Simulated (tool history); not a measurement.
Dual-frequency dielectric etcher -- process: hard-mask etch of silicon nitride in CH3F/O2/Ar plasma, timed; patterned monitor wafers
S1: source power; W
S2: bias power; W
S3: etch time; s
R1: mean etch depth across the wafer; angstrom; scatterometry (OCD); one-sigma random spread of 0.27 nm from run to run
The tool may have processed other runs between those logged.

run  hour   S1   S2    S3      R1
  1     0  530  101  91.5  813.87
  2   7.2  540  102  91.5   820.3
  3  12.2  550  103  91.5   827.7
  4  15.9  490  103  91.5  791.47
  5    23  510  104  91.5  803.95
  6  27.6  580  104  91.5  846.96
  7  33.3  590  105  91.5  852.21

What does the tool deliver on the next run?
  8  38.6  600  106  91.5   ?

Run 8 measured R1 862.24 angstrom.
